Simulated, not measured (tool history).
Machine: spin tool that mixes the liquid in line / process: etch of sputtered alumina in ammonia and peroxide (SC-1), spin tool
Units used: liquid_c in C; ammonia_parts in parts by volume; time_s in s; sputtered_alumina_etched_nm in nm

run	hour	liquid_c	ammonia_parts	time_s	sputtered_alumina_etched_nm
1	0.0	48.0	0.65	300	10.1920
2	7.9	46.5	0.65	300	9.5090
3	16.4	53.0	0.65	300	13.4270
4	23.5	53.0	0.65	320	14.3770
5	26.3	49.5	0.65	320	11.9430
6	27.0	47.0	0.65	320	10.3440

Expected results for the next run?
7	36.0	45.5	0.65	320	?

Run 7 came out at sputtered_alumina_etched_nm 9.5353 nm.

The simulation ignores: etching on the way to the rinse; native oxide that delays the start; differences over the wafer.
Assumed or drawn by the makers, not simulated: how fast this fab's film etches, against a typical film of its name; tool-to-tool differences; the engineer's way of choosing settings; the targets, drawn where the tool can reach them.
